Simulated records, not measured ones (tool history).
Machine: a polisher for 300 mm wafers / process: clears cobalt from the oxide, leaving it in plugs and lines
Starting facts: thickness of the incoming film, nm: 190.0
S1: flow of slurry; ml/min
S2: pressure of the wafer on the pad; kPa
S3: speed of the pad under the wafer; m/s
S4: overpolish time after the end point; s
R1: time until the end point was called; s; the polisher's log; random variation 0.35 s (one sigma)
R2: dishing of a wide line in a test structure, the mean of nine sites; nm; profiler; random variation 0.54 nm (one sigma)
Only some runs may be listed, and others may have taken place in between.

| run | hour | S1 | S2 | S3 | S4 | R1 | R2 |
|---|---|---|---|---|---|---|---|
| 1 | 0.0 | 190 | 15.9 | 0.94 | 13 | 37.153 | 40.799 |
| 2 | 3.9 | 195 | 16.5 | 0.94 | 12 | 35.634 | 40.498 |
| 3 | 4.8 | 195 | 16.5 | 0.94 | 14 | 36.181 | 44.773 |
| 4 | 11.6 | 195 | 16.5 | 0.82 | 14 | 40.501 | 40.704 |
| 5 | 20.2 | 195 | 16.5 | 0.92 | 14 | 37.075 | 44.732 |
| 6 | 23.3 | 195 | 17.2 | 0.92 | 12 | 35.062 | 40.800 |
| 7 | 25.5 | 195 | 17.9 | 0.92 | 11 | 34.026 | 40.029 |
| 8 | 32.8 | 195 | 18.6 | 0.92 | 10 | 32.298 | 38.895 |

Run 9 is up next; what results do you expect?
| 9 | 38.7 | 195 | 18.6 | 0.92 | 9 | ? | ? |

Run 9 gave R1 33.339 s, R2 35.569 nm.
